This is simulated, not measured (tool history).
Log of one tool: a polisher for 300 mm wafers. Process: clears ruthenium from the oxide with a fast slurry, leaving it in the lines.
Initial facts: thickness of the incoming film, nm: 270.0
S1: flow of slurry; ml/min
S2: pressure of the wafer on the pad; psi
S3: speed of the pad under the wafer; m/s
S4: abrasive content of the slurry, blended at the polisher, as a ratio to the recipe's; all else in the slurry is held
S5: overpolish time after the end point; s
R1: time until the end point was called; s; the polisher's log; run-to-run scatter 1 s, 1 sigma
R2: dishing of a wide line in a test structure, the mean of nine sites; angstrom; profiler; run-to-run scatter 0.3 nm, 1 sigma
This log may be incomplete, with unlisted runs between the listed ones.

run,hour,S1,S2,S3,S4,S5,R1,R2
1,0.0,320,2.3,1.30,1.0,11,67.256,325.52
2,8.8,255,2.3,1.30,1.0,11,69.930,322.00
3,15.9,280,2.3,1.30,1.0,11,67.258,319.53
4,21.7,280,2.7,1.30,1.0,11,60.530,385.44
5,24.0,330,2.3,1.40,1.0,9,62.938,312.46
6,29.0,370,2.3,1.40,1.0,9,62.469,312.88
7,34.6,330,2.0,1.46,1.1,8,67.717,255.25

Predict the results of run 8:
8,36.9,300,1.8,1.60,1.2,7,?,?

For run 8 the tool returned R1 67.260 s, R2 246.63 angstrom.
